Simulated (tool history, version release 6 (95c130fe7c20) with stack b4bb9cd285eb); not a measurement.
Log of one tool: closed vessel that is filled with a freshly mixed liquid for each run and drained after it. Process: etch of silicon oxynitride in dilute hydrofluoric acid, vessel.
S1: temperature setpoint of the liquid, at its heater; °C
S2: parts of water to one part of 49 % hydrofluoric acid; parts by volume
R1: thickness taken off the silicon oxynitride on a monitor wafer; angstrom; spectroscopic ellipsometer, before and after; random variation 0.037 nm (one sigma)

Run 1, hour 0.0: S1 24.0 °C, S2 215 parts by volume, time in the liquid (s) 765. Result: R1 75.221 angstrom.
Run 2, hour 3.1: S1 26.0 °C, S2 215 parts by volume, time in the liquid (s) 765. Result: R1 81.563 angstrom.
Run 3, hour 11.4: S1 26.0 °C, S2 215 parts by volume, time in the liquid (s) 765. Result: R1 81.173 angstrom.
Run 4, hour 13.5: S1 26.0 °C, S2 215 parts by volume, time in the liquid (s) 555. Result: R1 59.297 angstrom.
Run 5, hour 21.8: S1 25.0 °C, S2 220 parts by volume, time in the liquid (s) 555. Result: R1 56.059 angstrom.
Run 6, hour 27.5: S1 26.5 °C, S2 220 parts by volume, time in the liquid (s) 555. Result: R1 58.440 angstrom.
Run 7, hour 29.1: S1 26.0 °C, S2 225 parts by volume, time in the liquid (s) 555. Result: R1 55.817 angstrom.
Run 8, hour 38.4: S1 25.0 °C, S2 225 parts by volume, time in the liquid (s) 555. Result: R1 53.094 angstrom.
Run 9, hour 41.5: S1 24.5 °C, S2 225 parts by volume, time in the liquid (s) 555. Result: R1 52.821 angstrom.
Run 10, hour 43.2: S1 24.0 °C, S2 225 parts by volume, time in the liquid (s) 555. Result: R1 51.121 angstrom.

Forecast run 11:
Run 11, hour 44.7: S1 24.0 °C, S2 225 parts by volume, time in the liquid (s) 555. Result: R1 ?.

{"run 11": {"R1": 51.997}}
